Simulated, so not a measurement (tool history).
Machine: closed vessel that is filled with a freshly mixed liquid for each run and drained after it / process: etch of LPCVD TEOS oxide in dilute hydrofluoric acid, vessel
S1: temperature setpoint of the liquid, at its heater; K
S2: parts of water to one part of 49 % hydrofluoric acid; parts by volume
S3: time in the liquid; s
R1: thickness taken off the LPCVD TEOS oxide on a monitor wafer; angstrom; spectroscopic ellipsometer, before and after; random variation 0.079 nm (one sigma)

Run 1, day 0: S1 296.15 K, S2 245 parts by volume, S3 40 s. Result: R1 72.516 angstrom.
Run 2, day 0.321: S1 296.15 K, S2 310 parts by volume, S3 40 s. Result: R1 53.974 angstrom.
Run 3, day 0.642: S1 296.15 K, S2 310 parts by volume, S3 40 s. Result: R1 54.286 angstrom.
Run 4, day 0.854: S1 296.15 K, S2 310 parts by volume, S3 40 s. Result: R1 54.187 angstrom.
Run 5, day 0.904: S1 299.15 K, S2 220 parts by volume, S3 40 s. Result: R1 92.69 angstrom.
Run 6, day 0.929: S1 299.15 K, S2 220 parts by volume, S3 40 s. Result: R1 92.491 angstrom.
Run 7, day 1.004: S1 300.65 K, S2 160 parts by volume, S3 40 s. Result: R1 144.93 angstrom.

Run 8, settings as shown, results not yet in. Your forecast:
Run 8, day 1.121: S1 301.65 K, S2 135 parts by volume, S3 40 s. Result: R1 ?.

{"run 8": {"R1": 182.21}}
